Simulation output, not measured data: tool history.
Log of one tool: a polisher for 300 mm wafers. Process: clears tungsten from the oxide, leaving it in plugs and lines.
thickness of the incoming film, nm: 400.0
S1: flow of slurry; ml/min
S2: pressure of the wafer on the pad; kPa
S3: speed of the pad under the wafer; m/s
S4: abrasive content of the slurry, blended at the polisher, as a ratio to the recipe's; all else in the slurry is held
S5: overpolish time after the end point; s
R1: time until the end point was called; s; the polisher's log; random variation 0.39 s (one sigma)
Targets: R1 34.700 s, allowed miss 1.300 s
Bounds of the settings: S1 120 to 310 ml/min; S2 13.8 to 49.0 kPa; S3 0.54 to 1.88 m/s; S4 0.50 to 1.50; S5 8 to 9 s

| run | day | S1 | S2 | S3 | S4 | S5 | R1 |
|---|---|---|---|---|---|---|---|
| 1 | 0.000 | 200 | 31.0 | 1.20 | 1.00 | 9 | 52.987 |
| 2 | 0.238 | 200 | 35.2 | 1.20 | 1.00 | 9 | 46.949 |
| 3 | 0.592 | 180 | 35.2 | 1.20 | 1.00 | 9 | 47.927 |
| 4 | 0.871 | 165 | 35.2 | 1.20 | 1.00 | 9 | 48.387 |
| 5 | 0.900 | 165 | 35.2 | 0.98 | 1.00 | 9 | 57.687 |
| 6 | 0.946 | 175 | 40.0 | 1.00 | 1.00 | 9 | 49.644 |
| 7 | 1.104 | 180 | 42.7 | 1.04 | 1.00 | 9 | 44.835 |
| 8 | 1.183 | 180 | 44.8 | 1.08 | 1.00 | 9 | 42.174 |
| 9 | 1.267 | 185 | 46.2 | 1.12 | 1.00 | 9 | 39.943 |
| 10 | 1.312 | 185 | 46.9 | 1.16 | 1.00 | 9 | 37.393 |
| 11 | 1.442 | 185 | 47.6 | 1.16 | 1.00 | 9 | 36.754 |
| 12 | 1.779 | 185 | 47.6 | 1.16 | 1.00 | 9 | 36.711 |

5 next moves are on the table. One of them brings every result within its allowed miss. Which?
| A | 2.117 | 185 | 45.5 | 1.00 | 1.35 | 9 | ? |
| B | 2.117 | 200 | 46.2 | 1.14 | 0.85 | 8 | ? |
| C | 2.117 | 190 | 44.8 | 1.38 | 0.85 | 8 | ? |
| D | 2.117 | 180 | 42.7 | 1.22 | 1.15 | 9 | ? |
| E | 2.117 | 145 | 47.6 | 1.12 | 1.15 | 9 | ? |

| move | R1 |
|---|---|
| A | 40.474 |
| B | 39.711 |
| C | 35.049 |
| D | 38.114 |
| E | 38.223 |
A: further off than the last run
B: further off than the last run
C: meets every target
D: further off than the last run
E: further off than the last run
Move C is the one to make.

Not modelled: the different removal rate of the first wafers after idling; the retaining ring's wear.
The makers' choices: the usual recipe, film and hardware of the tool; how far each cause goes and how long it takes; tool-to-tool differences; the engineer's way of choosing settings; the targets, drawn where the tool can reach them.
